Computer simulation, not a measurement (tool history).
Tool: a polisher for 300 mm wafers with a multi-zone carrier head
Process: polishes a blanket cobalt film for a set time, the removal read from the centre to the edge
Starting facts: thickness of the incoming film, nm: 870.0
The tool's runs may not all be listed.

run  hour  flow of slurry (ml/min)  pressure of the head's centre zone  pressure of the head's middle zone  pressure of the head's edge zone  polishing time (s)  film removed at the wafer's centre (Å)  film removed at mid-radius (Å)  film removed at the wafer's edge (Å)
  1     0                      155                                   1                                   1                                 1                  54                                  2432.5                          2452.3                                2549.5
  2   7.1                      155                                   1                                   1                              0.93                  54                                  2426.6                          2406.2                                2528.5
  3  10.6                      155                                   1                                1.05                              0.93                  54                                  2425.1                          2628.2                                2413.9
  4  12.5                      150                                0.98                                1.05                              0.92                  49                                  2118.1                          2271.3                                2224.9
  5  14.3                      150                                0.98                                1.13                              0.92                  49                                  2145.2                          2490.7                                2202.9
  6  23.1                      150                                1.05                                1.13                              0.92                  49                                  2307.3                          2431.4                                2229.6
  7  28.6                      125                                0.95                                1.03                              0.85                  34                                  1405.5                          1503.9                                1447.9

Run 8 comes next. What will it give?
  8  35.8                      130                                0.94                                1.04                              0.87                  34                                       ?                               ?                                     ?

Run 8 yielded film removed at the wafer's centre (Å) 1380.1, film removed at mid-radius (Å) 1538.1, film removed at the wafer's edge (Å) 1467.4.
